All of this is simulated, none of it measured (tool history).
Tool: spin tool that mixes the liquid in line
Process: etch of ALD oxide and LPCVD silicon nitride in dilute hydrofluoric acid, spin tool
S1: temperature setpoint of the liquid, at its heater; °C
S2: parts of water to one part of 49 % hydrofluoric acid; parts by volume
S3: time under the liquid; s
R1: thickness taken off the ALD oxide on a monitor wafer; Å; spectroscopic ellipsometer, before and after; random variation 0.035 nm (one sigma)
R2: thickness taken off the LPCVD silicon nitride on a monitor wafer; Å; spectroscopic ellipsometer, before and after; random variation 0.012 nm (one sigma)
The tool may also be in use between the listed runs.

run	hour	S1	S2	S3	R1	R2
1	0.0	22.0	245	180	98.150	3.6256
2	0.6	21.0	260	180	87.777	3.2285
3	6.0	21.0	260	210	103.390	4.4851
4	11.5	21.0	260	240	116.860	4.4296
5	18.7	19.0	260	240	109.050	3.7074
6	23.4	21.0	260	240	119.110	4.2187
7	29.2	20.5	285	240	102.820	4.2803

Run 8 comes next. What will it give?
8	32.9	20.0	300	235	?	?

R1: 92.013 Å
R2: 2.9088 Å
